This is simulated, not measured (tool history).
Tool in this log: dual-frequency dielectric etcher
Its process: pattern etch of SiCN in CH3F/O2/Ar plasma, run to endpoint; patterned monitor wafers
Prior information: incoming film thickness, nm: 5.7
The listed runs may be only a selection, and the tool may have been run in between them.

run	hour	source power (kW)	bias power (kW)	endpoint time (s)
1	0	0.46	0.07	15.132
2	1.2	0.46	0.062	15.945
3	8.3	0.48	0.063	15.6
4	15.1	0.5	0.064	15.391
5	19.6	0.5	0.073	14.896
6	27.3	0.51	0.075	14.458

Run 7 comes next. What will it give?
7	34.6	0.52	0.076	?

endpoint time (s): 14.292

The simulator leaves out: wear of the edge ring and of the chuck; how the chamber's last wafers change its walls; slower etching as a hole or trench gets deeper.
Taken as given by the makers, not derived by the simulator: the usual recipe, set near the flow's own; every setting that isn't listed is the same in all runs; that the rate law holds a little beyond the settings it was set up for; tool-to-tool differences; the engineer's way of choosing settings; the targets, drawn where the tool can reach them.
